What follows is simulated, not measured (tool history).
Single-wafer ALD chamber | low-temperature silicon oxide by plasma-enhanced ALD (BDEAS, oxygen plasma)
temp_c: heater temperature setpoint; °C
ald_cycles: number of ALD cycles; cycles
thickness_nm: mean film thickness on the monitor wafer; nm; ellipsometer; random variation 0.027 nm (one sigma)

| run | hour | temp_c | ald_cycles | thickness_nm |
|---|---|---|---|---|
| 1 | 0 | 85 | 45 | 7.469 |
| 2 | 1.1 | 85 | 48 | 7.9734 |
| 3 | 9.6 | 75 | 48 | 8.2308 |
| 4 | 13.9 | 74 | 48 | 8.2909 |
| 5 | 14.8 | 74 | 44 | 7.6131 |
| 6 | 22 | 73 | 45 | 7.752 |

The next listed run, before its measurement:
| 7 | 24.7 | 72 | 46 | ? |

Run 7 gave thickness_nm 7.9741 nm.

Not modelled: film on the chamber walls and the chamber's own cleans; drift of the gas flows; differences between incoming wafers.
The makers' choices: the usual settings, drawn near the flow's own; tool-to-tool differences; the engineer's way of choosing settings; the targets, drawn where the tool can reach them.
